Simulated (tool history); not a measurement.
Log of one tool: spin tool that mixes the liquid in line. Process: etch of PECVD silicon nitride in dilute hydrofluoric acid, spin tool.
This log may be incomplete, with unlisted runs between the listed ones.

run,day,temperature setpoint of the liquid (K),parts of water to one part of 49 % hydrofluoric acid (parts by volume),time under the liquid (s),thickness taken off the PECVD silicon nitride on a monitor wafer (nm)
1,0.000,293.15,100,300,6.7033
2,0.367,293.15,80,300,8.3657
3,0.633,292.15,95,300,6.5891
4,0.875,291.65,105,300,5.7507
5,1.042,291.65,85,300,7.1166
6,1.262,291.65,115,300,5.2666
7,1.458,291.65,115,300,5.2853

Predict the results of run 8:
8,1.775,291.15,120,300,?

thickness taken off the PECVD silicon nitride on a monitor wafer (nm): 4.8891
